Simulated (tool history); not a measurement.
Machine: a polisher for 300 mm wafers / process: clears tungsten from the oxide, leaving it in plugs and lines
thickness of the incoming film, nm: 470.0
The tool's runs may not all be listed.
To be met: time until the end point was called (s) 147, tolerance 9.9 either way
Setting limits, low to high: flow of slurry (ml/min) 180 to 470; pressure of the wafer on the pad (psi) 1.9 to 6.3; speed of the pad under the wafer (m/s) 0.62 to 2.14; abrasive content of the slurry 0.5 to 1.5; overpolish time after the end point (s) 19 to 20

run  hour  flow of slurry (ml/min)  pressure of the wafer on the pad (psi)  speed of the pad under the wafer (m/s)  abrasive content of the slurry  overpolish time after the end point (s)  time until the end point was called (s)
  1     0                      300                                     4.1                                    1.38                               1                                       19                                    62.45
  2   8.5                      300                                     3.5                                    1.26                               1                                       19                                   78.881
  3  16.8                      300                                     3.1                                    1.16                               1                                       19                                       96
  4  22.8                      300                                     4.1                                    1.16                               1                                       19                                   73.347
  5  31.4                      300                                     3.5                                     1.1                               1                                       19                                   88.863
  6  38.9                      300                                     2.8                                     1.1                               1                                       19                                   110.23
  7  45.4                      300                                     2.6                                    1.08                               1                                       19                                   123.89
  8  54.4                      300                                     2.6                                    1.08                               1                                       19                                   124.07
  9  59.7                      300                                     2.5                                    1.08                               1                                       19                                   127.81
 10  63.9                      300                                     2.4                                    1.08                               1                                       19                                   133.43
 11  67.8                      300                                     2.3                                    1.08                               1                                       19                                    133.4

Which single option among these 4 for the next run brings every result within its allowed miss of target? Just one does.
  A  71.7                      285                                     2.5                                    1.28                            1.05                                       19                                        ?
  B  71.7                      245                                     2.5                                    0.94                            0.95                                       20                                        ?
  C  71.7                      280                                     2.6                                    1.06                             0.9                                       20                                        ?
  D  71.7                      295                                     3.1                                     0.7                            0.65                                       19                                        ?

move  time until the end point was called (s)
   A                                   106.47
   B                                   149.18
   C                                    127.8
   D                                    171.9
A: the biggest miss grows against the last run
B: every result within its allowed miss
C: the biggest miss grows against the last run
D: pushes the last run's worst result past its target
The right move is B.
